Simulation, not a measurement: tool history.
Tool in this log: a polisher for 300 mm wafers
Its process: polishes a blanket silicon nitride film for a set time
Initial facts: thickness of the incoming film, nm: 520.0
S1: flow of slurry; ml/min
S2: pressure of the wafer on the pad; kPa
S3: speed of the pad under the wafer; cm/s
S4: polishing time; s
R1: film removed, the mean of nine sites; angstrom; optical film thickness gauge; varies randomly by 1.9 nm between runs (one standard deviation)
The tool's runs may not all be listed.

Run 1, hour 0.0: S1 270 ml/min, S2 29.0 kPa, S3 126 cm/s, S4 72 s. Result: R1 2169.7 angstrom.
Run 2, hour 6.3: S1 210 ml/min, S2 29.0 kPa, S3 126 cm/s, S4 72 s. Result: R1 2127.7 angstrom.
Run 3, hour 11.6: S1 210 ml/min, S2 25.5 kPa, S3 124 cm/s, S4 72 s. Result: R1 1881.2 angstrom.
Run 4, hour 18.5: S1 210 ml/min, S2 22.8 kPa, S3 122 cm/s, S4 72 s. Result: R1 1719.9 angstrom.
Run 5, hour 22.0: S1 275 ml/min, S2 22.8 kPa, S3 122 cm/s, S4 72 s. Result: R1 1813.0 angstrom.
Run 6, hour 28.4: S1 270 ml/min, S2 20.0 kPa, S3 120 cm/s, S4 72 s. Result: R1 1619.8 angstrom.
Run 7, hour 34.1: S1 270 ml/min, S2 18.6 kPa, S3 120 cm/s, S4 72 s. Result: R1 1575.1 angstrom.

Predict the results of run 8:
Run 8, hour 42.6: S1 270 ml/min, S2 17.2 kPa, S3 120 cm/s, S4 72 s. Result: R1 ?.

R1: 1471.9 angstrom
